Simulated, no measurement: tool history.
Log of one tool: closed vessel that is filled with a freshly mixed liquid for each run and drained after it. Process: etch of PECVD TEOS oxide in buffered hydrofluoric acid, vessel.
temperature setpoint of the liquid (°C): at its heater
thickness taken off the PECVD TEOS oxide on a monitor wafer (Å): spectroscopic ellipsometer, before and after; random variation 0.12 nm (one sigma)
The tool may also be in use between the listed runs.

| run | hour | temperature setpoint of the liquid (°C) | parts of 40 % ammonium fluoride to one part of 49 % hydrofluoric acid (parts by volume) | time in the liquid (s) | thickness taken off the PECVD TEOS oxide on a monitor wafer (Å) |
|---|---|---|---|---|---|
| 1 | 0.0 | 24.0 | 22.0 | 35 | 445.54 |
| 2 | 4.5 | 22.5 | 23.0 | 35 | 403.11 |
| 3 | 10.6 | 22.5 | 28.5 | 35 | 345.20 |
| 4 | 15.8 | 22.5 | 28.5 | 30 | 295.45 |
| 5 | 18.8 | 22.5 | 28.5 | 35 | 346.34 |
| 6 | 22.8 | 21.5 | 28.5 | 35 | 326.51 |
| 7 | 30.2 | 20.5 | 28.5 | 35 | 310.59 |

Run 8 comes next. What will it give?
| 8 | 33.1 | 20.0 | 28.5 | 35 | ? |

thickness taken off the PECVD TEOS oxide on a monitor wafer (Å): 301.36
